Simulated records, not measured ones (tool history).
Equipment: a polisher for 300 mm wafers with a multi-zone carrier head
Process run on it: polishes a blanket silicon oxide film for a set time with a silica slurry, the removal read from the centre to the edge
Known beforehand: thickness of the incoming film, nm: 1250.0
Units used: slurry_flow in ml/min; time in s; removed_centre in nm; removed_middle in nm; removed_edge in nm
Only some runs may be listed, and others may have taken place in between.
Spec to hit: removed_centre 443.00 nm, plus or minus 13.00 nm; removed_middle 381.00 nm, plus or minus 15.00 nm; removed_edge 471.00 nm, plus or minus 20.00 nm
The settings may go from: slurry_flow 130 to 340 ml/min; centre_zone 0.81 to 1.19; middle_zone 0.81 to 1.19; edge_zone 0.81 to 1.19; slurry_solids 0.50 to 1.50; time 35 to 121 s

| run | hour | slurry_flow | centre_zone | middle_zone | edge_zone | slurry_solids | time | removed_centre | removed_middle | removed_edge |
|---|---|---|---|---|---|---|---|---|---|---|
| 1 | 0.0 | 220 | 1.00 | 1.00 | 1.00 | 1.00 | 78 | 484.99 | 479.20 | 488.03 |
| 2 | 8.7 | 220 | 1.03 | 1.00 | 1.00 | 1.00 | 78 | 497.76 | 474.94 | 495.47 |
| 3 | 14.8 | 220 | 1.03 | 1.00 | 1.00 | 1.00 | 70 | 447.25 | 430.25 | 442.07 |
| 4 | 23.2 | 220 | 1.03 | 1.00 | 1.00 | 1.20 | 70 | 492.86 | 475.21 | 484.37 |
| 5 | 30.4 | 220 | 1.03 | 1.00 | 0.96 | 1.20 | 70 | 484.70 | 477.29 | 479.71 |
| 6 | 36.7 | 220 | 1.00 | 1.00 | 0.96 | 1.20 | 70 | 467.49 | 469.07 | 467.85 |
| 7 | 40.4 | 210 | 0.99 | 0.95 | 0.98 | 1.20 | 70 | 467.93 | 448.73 | 477.85 |
| 8 | 47.9 | 200 | 0.98 | 0.92 | 0.98 | 1.20 | 70 | 457.72 | 429.43 | 471.66 |
| 9 | 49.6 | 190 | 0.98 | 0.90 | 0.99 | 1.20 | 70 | 455.25 | 421.97 | 474.97 |
| 10 | 55.4 | 185 | 0.98 | 0.88 | 0.99 | 1.20 | 70 | 453.84 | 414.77 | 468.02 |
| 11 | 56.8 | 180 | 0.98 | 0.86 | 1.01 | 1.20 | 70 | 451.49 | 402.61 | 471.67 |

Below are 5 possible settings for the next run. Only one of them brings all results inside the allowed miss of their targets. Which is it?
| A | 58.2 | 200 | 1.11 | 1.07 | 1.00 | 1.50 | 59 | ? | ? | ? |
| B | 58.2 | 240 | 0.95 | 0.81 | 1.02 | 1.45 | 62 | ? | ? | ? |
| C | 58.2 | 155 | 0.93 | 0.88 | 1.02 | 1.20 | 72 | ? | ? | ? |
| D | 58.2 | 130 | 0.99 | 0.92 | 0.94 | 1.25 | 75 | ? | ? | ? |
| E | 58.2 | 155 | 1.10 | 0.95 | 0.91 | 1.30 | 66 | ? | ? | ? |

| move | removed_centre | removed_middle | removed_edge |
|---|---|---|---|
| A | 453.91 | 453.31 | 428.14 |
| B | 432.63 | 392.25 | 459.06 |
| C | 423.39 | 417.81 | 468.97 |
| D | 446.45 | 437.98 | 463.04 |
| E | 452.70 | 418.47 | 420.07 |
A: lands further from the targets than the last run did
B: in spec on every target
C: lands further from the targets than the last run did
D: lands further from the targets than the last run did
E: lands further from the targets than the last run did
Go with B: it meets all targets.
